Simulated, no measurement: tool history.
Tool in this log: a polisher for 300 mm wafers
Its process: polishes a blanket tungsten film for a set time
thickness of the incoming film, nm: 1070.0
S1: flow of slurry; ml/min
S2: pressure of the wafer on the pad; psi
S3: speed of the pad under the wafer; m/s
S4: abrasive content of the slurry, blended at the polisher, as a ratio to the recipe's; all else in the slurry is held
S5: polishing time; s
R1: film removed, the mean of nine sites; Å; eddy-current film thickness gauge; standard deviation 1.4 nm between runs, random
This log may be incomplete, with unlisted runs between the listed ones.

run  hour   S1   S2    S3    S4  S5      R1
  1   0.0  165  4.1  1.20  1.00  27  1353.7
  2   7.4  165  3.9  1.20  1.00  27  1302.9
  3  15.8  165  3.7  1.20  1.00  27  1209.9
  4  21.4  165  3.7  1.20  0.80  27  1178.0
  5  27.6  165  3.7  1.40  0.80  27  1351.3
  6  36.4  165  3.7  1.40  0.95  27  1413.2
  7  40.8  165  3.5  1.40  0.95  27  1334.6
  8  44.8  165  3.3  1.40  0.95  27  1245.7
  9  46.8  165  3.2  1.40  0.95  27  1248.3

What does the tool deliver on the next run?
 10  54.4  165  3.1  1.40  0.95  27   ?

R1: 1193.6 Å

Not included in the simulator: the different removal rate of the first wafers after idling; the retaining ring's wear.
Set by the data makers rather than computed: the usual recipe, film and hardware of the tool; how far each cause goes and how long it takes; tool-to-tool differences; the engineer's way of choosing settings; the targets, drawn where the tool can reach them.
